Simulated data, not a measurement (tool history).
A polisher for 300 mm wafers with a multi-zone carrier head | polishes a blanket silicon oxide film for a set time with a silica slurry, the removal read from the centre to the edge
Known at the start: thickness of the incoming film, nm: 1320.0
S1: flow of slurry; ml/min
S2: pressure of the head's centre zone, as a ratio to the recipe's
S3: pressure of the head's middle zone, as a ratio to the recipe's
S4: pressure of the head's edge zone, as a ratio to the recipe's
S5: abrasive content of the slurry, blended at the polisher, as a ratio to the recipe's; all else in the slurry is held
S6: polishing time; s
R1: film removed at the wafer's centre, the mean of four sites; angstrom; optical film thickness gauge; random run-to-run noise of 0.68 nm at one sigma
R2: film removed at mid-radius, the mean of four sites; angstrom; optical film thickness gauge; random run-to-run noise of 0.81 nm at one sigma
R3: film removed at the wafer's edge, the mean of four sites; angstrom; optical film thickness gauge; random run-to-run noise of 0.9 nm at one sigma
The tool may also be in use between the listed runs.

run    day   S1    S2    S3    S4    S5  S6       R1       R2       R3
  1  0.000  300  1.00  1.00  1.00  1.00  31  1111.40  1096.20  1109.10
  2  0.358  300  1.00  1.04  1.00  1.00  31  1120.80  1130.80  1091.50
  3  0.504  300  1.00  0.99  1.00  1.00  31  1113.80  1111.80  1102.40
  4  0.679  295  1.02  0.95  1.02  0.90  28   970.96   919.15   961.09
  5  0.983  290  1.03  0.92  1.02  0.80  27   901.74   831.49   893.19
  6  1.188  290  1.03  0.90  1.02  0.75  26   861.43   765.78   808.86
  7  1.508  285  1.02  0.88  1.04  0.70  25   788.76   725.77   803.09

Expected results for the next run?
  8  1.875  280  1.02  0.86  1.04  0.65  24   ?   ?   ?

R1: 730.24 angstrom
R2: 660.14 angstrom
R3: 736.91 angstrom

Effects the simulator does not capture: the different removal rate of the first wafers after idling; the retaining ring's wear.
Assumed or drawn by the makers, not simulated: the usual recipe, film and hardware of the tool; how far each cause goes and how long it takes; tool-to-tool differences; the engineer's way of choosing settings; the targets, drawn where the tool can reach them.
